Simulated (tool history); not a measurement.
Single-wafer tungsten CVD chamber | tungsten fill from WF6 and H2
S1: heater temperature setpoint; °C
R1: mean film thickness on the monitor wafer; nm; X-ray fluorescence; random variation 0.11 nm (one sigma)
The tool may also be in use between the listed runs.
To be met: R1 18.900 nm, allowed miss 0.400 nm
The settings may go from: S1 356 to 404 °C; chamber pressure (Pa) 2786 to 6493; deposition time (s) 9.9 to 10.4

Run 1, day 0.000: S1 380 °C, chamber pressure (Pa) 4640, deposition time (s) 10.4. Result: R1 21.581 nm.
Run 2, day 0.046: S1 378 °C, chamber pressure (Pa) 4626, deposition time (s) 10.4. Result: R1 20.683 nm.
Run 3, day 0.167: S1 377 °C, chamber pressure (Pa) 4626, deposition time (s) 10.4. Result: R1 20.441 nm.
Run 4, day 0.375: S1 382 °C, chamber pressure (Pa) 4626, deposition time (s) 10.4. Result: R1 22.291 nm.
Run 5, day 0.521: S1 382 °C, chamber pressure (Pa) 4626, deposition time (s) 9.9. Result: R1 21.135 nm.
Run 6, day 0.621: S1 382 °C, chamber pressure (Pa) 4626, deposition time (s) 9.9. Result: R1 21.029 nm.
Run 7, day 0.779: S1 380 °C, chamber pressure (Pa) 4613, deposition time (s) 9.9. Result: R1 20.472 nm.
Run 8, day 1.025: S1 379 °C, chamber pressure (Pa) 4600, deposition time (s) 9.9. Result: R1 20.110 nm.
Run 9, day 1.258: S1 378 °C, chamber pressure (Pa) 4600, deposition time (s) 9.9. Result: R1 19.809 nm.

4 next moves are on the table. One of them brings every result within its allowed miss. Which?
Run A, day 1.492: S1 376 °C, chamber pressure (Pa) 4360, deposition time (s) 10.1. Result: R1 ?.
Run B, day 1.492: S1 381 °C, chamber pressure (Pa) 4893, deposition time (s) 10.1. Result: R1 ?.
Run C, day 1.492: S1 374 °C, chamber pressure (Pa) 4373, deposition time (s) 9.9. Result: R1 ?.
Run D, day 1.492: S1 375 °C, chamber pressure (Pa) 4146, deposition time (s) 9.9. Result: R1 ?.

move      R1
   A  18.926
   B  21.746
   C  17.910
   D  17.835
A: meets every target
B: further off than the last run
C: takes the result that was furthest off past its target
D: takes the result that was furthest off past its target
The right move is A.

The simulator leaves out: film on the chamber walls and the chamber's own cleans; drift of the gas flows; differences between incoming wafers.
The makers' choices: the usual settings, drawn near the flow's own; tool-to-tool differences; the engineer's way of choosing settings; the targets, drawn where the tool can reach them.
